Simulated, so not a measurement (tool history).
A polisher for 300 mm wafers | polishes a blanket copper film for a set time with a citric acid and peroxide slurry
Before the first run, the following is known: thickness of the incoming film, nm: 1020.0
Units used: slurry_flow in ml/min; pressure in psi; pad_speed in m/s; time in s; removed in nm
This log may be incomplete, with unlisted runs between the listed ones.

Run 1, hour 0: slurry_flow 300 ml/min, pressure 2.4 psi, pad_speed 0.78 m/s, slurry_solids 1, time 55 s. Result: removed 63.848 nm.
Run 2, hour 1.8: slurry_flow 300 ml/min, pressure 2.4 psi, pad_speed 0.66 m/s, slurry_solids 1, time 55 s. Result: removed 54.388 nm.
Run 3, hour 10.3: slurry_flow 300 ml/min, pressure 2.7 psi, pad_speed 0.66 m/s, slurry_solids 1, time 55 s. Result: removed 61.115 nm.
Run 4, hour 12.3: slurry_flow 300 ml/min, pressure 3 psi, pad_speed 0.66 m/s, slurry_solids 1, time 55 s. Result: removed 66.373 nm.
Run 5, hour 13.6: slurry_flow 300 ml/min, pressure 3.2 psi, pad_speed 0.68 m/s, slurry_solids 1, time 55 s. Result: removed 73.651 nm.
Run 6, hour 21.4: slurry_flow 300 ml/min, pressure 3.2 psi, pad_speed 0.68 m/s, slurry_solids 0.8, time 55 s. Result: removed 70.599 nm.
Run 7, hour 22.7: slurry_flow 300 ml/min, pressure 3.2 psi, pad_speed 0.68 m/s, slurry_solids 0.8, time 55 s. Result: removed 70.463 nm.

Run 8 has not been measured yet. What should we expect?
Run 8, hour 23.8: slurry_flow 300 ml/min, pressure 3.7 psi, pad_speed 0.7 m/s, slurry_solids 0.8, time 55 s. Result: removed ?.

removed: 84.792 nm
